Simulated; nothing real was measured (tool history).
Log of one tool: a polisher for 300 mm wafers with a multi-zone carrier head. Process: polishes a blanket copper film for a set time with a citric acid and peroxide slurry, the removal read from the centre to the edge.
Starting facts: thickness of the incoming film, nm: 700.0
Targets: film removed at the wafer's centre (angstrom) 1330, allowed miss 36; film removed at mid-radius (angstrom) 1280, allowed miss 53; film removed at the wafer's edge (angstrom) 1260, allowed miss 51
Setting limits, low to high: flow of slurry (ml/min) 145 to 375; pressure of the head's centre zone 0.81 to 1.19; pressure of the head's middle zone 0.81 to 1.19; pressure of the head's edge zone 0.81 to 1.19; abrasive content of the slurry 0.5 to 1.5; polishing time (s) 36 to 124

run  hour  flow of slurry (ml/min)  pressure of the head's centre zone  pressure of the head's middle zone  pressure of the head's edge zone  abrasive content of the slurry  polishing time (s)  film removed at the wafer's centre (angstrom)  film removed at mid-radius (angstrom)  film removed at the wafer's edge (angstrom)
  1     0                      240                                   1                                   1                                 1                               1                  79                                         1500.6                                 1553.5                                       1585.9
  2   1.4                      240                                1.06                                   1                                 1                               1                  79                                         1624.9                                 1516.6                                       1577.2
  3    10                      240                                1.06                                   1                                 1                               1                  72                                           1461                                 1411.7                                       1425.9
  4  16.1                      240                                1.06                                   1                                 1                             0.9                  72                                         1418.8                                 1383.8                                       1400.6
  5  19.1                      235                                1.06                                   1                              0.99                             0.9                  72                                         1420.8                                 1381.7                                       1382.1
  6    20                      235                                1.06                                   1                              0.99                            0.85                  72                                           1399                                 1328.2                                       1348.1
  7  24.9                      235                                1.06                                   1                              0.99                            0.85                  72                                         1375.6                                 1378.7                                       1341.2
  8  26.6                      230                                1.06                                0.99                              0.99                            0.85                  72                                         1375.4                                 1328.4                                       1354.2
     32.6  -- slurry nozzle cleaned
  9  32.6                      230                                1.06                                0.99                              0.99                            0.85                  72                                         1482.8                                 1412.1                                         1395
 10  36.2                      240                                1.06                                0.99                              0.99                            0.85                  72                                         1481.8                                 1440.5                                         1409

Pick the move, out of 5, that brings all results within their allowed miss; only one does.
  A  39.8                      375                                1.07                                   1                              0.95                               1                  73                                              ?                                      ?                                            ?
  B  39.8                      245                                0.96                                0.89                              1.12                            0.85                  71                                              ?                                      ?                                            ?
  C  39.8                      190                                1.07                                1.02                              0.98                            1.05                  63                                              ?                                      ?                                            ?
  D  39.8                      280                                1.05                                0.92                              0.91                            0.75                  85                                              ?                                      ?                                            ?
  E  39.8                      240                                1.18                                0.93                              0.94                            0.95                  70                                              ?                                      ?                                            ?

move  film removed at the wafer's centre (angstrom)  film removed at mid-radius (angstrom)  film removed at the wafer's edge (angstrom)
   A                                           1664                                 1611.4                                       1532.1
   B                                         1324.2                                 1334.5                                       1499.3
   C                                           1327                                 1313.9                                       1276.4
   D                                         1709.4                                 1604.1                                       1589.1
   E                                         1649.6                                 1387.7                                       1393.1
A: moves away from the targets compared with the last run
B: meets the target for the result that was furthest off, but another lies outside its allowed miss
C: meets every target
D: moves away from the targets compared with the last run
E: moves away from the targets compared with the last run
Go with C: it meets all targets.

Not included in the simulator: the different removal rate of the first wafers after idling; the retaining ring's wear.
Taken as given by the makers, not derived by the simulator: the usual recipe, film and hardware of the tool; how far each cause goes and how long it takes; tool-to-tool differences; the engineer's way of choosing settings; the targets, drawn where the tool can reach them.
